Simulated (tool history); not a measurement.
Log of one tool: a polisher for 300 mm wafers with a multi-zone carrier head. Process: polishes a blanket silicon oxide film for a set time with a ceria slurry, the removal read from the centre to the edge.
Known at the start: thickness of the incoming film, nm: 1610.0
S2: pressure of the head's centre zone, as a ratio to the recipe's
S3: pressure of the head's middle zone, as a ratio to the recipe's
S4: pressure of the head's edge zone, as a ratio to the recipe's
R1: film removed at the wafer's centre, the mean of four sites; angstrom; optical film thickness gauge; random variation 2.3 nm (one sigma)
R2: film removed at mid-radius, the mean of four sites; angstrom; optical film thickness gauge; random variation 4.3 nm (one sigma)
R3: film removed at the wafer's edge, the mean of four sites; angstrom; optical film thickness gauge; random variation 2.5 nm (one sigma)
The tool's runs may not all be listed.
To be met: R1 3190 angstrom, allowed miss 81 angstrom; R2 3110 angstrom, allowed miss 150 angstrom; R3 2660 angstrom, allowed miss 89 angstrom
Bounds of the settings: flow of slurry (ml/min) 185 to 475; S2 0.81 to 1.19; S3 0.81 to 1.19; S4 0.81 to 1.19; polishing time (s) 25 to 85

Run 1, hour 0: flow of slurry (ml/min) 305, S2 1, S3 1, S4 1, polishing time (s) 55. Result: R1 2198.3 angstrom, R2 2204.6 angstrom, R3 2325.5 angstrom.
Run 2, hour 7.5: flow of slurry (ml/min) 275, S2 1, S3 1, S4 1, polishing time (s) 55. Result: R1 2197.8 angstrom, R2 2228.8 angstrom, R3 2310.4 angstrom.
Run 3, hour 15.3: flow of slurry (ml/min) 275, S2 1, S3 0.95, S4 1, polishing time (s) 55. Result: R1 2201.7 angstrom, R2 2070 angstrom, R3 2319.5 angstrom.
Run 4, hour 17: flow of slurry (ml/min) 275, S2 1, S3 1, S4 1, polishing time (s) 55. Result: R1 2160.6 angstrom, R2 2227 angstrom, R3 2279.5 angstrom.
At hour 25.3: edge zone pressure recalibrated.
Run 5, hour 25.3: flow of slurry (ml/min) 290, S2 1.03, S3 1.02, S4 0.99, polishing time (s) 57. Result: R1 2336.3 angstrom, R2 2343.5 angstrom, R3 2271.9 angstrom.
Run 6, hour 31.8: flow of slurry (ml/min) 295, S2 1.05, S3 1.03, S4 1.01, polishing time (s) 59. Result: R1 2451.6 angstrom, R2 2467.6 angstrom, R3 2404.9 angstrom.
Run 7, hour 37.3: flow of slurry (ml/min) 300, S2 1.07, S3 1.04, S4 1.02, polishing time (s) 61. Result: R1 2554.1 angstrom, R2 2583.6 angstrom, R3 2450.8 angstrom.
Run 8, hour 38.2: flow of slurry (ml/min) 325, S2 1.17, S3 1.1, S4 1.01, polishing time (s) 70. Result: R1 3256.7 angstrom, R2 3099.2 angstrom, R3 2837.2 angstrom.
Run 9, hour 43.8: flow of slurry (ml/min) 325, S2 1.17, S3 1.11, S4 1, polishing time (s) 70. Result: R1 3235 angstrom, R2 3180 angstrom, R3 2830.5 angstrom.

4 next moves are on the table. One of them brings every result within its allowed miss. Which?
Run A, hour 49.4: flow of slurry (ml/min) 340, S2 1.14, S3 1.09, S4 0.87, polishing time (s) 70. Result: R1 ?, R2 ?, R3 ?.
Run B, hour 49.4: flow of slurry (ml/min) 260, S2 1.13, S3 1.11, S4 0.97, polishing time (s) 75. Result: R1 ?, R2 ?, R3 ?.
Run C, hour 49.4: flow of slurry (ml/min) 370, S2 1.18, S3 1.11, S4 1.05, polishing time (s) 70. Result: R1 ?, R2 ?, R3 ?.
Run D, hour 49.4: flow of slurry (ml/min) 305, S2 1.14, S3 1.08, S4 1.03, polishing time (s) 72. Result: R1 ?, R2 ?, R3 ?.

move      R1      R2      R3
   A  3196.8  2980.4  2681.5
   B  3313.6  3169.8  2968.7
   C  3321.1    3045  2944.2
   D  3256.3  3014.4  2966.7
A: meets every target
B: further off than the last run
C: further off than the last run
D: further off than the last run
Move A is the one to make.
